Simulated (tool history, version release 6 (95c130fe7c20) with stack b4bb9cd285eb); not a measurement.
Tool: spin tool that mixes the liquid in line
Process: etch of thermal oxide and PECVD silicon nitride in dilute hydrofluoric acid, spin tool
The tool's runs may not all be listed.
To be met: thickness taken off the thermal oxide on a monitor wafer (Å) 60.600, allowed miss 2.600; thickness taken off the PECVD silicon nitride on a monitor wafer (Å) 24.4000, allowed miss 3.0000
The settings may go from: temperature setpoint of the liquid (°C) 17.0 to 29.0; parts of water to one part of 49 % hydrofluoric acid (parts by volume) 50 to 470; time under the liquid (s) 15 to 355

run	day	temperature setpoint of the liquid (°C)	parts of water to one part of 49 % hydrofluoric acid (parts by volume)	time under the liquid (s)	thickness taken off the thermal oxide on a monitor wafer (Å)	thickness taken off the PECVD silicon nitride on a monitor wafer (Å)
1	0.000	21.0	260	180	25.955	11.3380
2	0.133	21.0	260	125	18.357	7.7961
3	0.238	21.0	260	200	28.888	12.2990
4	0.438	21.0	300	200	23.795	10.3220
5	0.529	21.5	240	200	32.977	13.3420
6	0.583	23.5	220	200	37.972	16.0730
7	0.904	24.0	195	200	46.515	19.1760
8	1.121	24.5	180	200	51.266	21.0150
9	1.200	25.0	170	200	57.627	22.1090
10	1.446	25.5	175	200	54.463	24.0610
11	1.592	25.5	175	200	56.884	23.2880
12	1.888	25.5	170	200	56.489	22.2330
13	2.250	27.0	160	200	66.270	28.0660
14	2.354	26.5	160	200	64.048	25.4410

5 next moves are on the table. One of them brings every result within its allowed miss. Which?
A	2.458	20.5	130	215	?	?
B	2.458	23.5	150	210	?	?
C	2.458	24.0	165	220	?	?
D	2.458	21.5	140	225	?	?
E	2.458	26.0	115	150	?	?

move	thickness taken off the thermal oxide on a monitor wafer (Å)	thickness taken off the PECVD silicon nitride on a monitor wafer (Å)
A	69.257	24.1290
B	64.514	24.9570
C	61.576	24.5740
D	69.275	25.1030
E	68.985	27.2640
A: further off than the last run
B: further off than the last run
C: meets every target
D: further off than the last run
E: further off than the last run
Answer: C
